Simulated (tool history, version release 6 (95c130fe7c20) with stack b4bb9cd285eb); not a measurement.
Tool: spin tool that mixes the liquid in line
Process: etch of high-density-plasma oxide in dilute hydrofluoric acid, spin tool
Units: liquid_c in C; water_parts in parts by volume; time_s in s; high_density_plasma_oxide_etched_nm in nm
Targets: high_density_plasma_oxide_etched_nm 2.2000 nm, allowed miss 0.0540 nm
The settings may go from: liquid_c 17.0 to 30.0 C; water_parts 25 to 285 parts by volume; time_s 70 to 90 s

run	hour	liquid_c	water_parts	time_s	high_density_plasma_oxide_etched_nm
1	0.0	22.0	155	90	3.5692
2	6.2	25.0	155	90	3.9715
3	7.3	25.0	155	90	3.9492
4	14.7	22.5	170	90	3.2138
5	16.4	22.5	170	90	3.2366
6	18.2	21.0	180	90	2.8513
7	21.4	20.0	185	90	2.7074
8	22.9	19.0	190	90	2.4799
9	24.5	18.5	190	90	2.4366

Which of these 5 next moves meets every target?
A	26.1	17.5	200	90	?
B	26.1	17.0	185	90	?
C	26.1	17.5	180	85	?
D	26.1	17.0	165	70	?
E	26.1	22.5	225	90	?

move	high_density_plasma_oxide_etched_nm
A	2.1949
B	2.3586
C	2.3469
D	2.0959
E	2.3067
A: meets every target
B: nearer than the last run, and not there yet
C: nearer than the last run, and not there yet
D: takes the result that was furthest off past its target
E: nearer than the last run, and not there yet
Answer: A
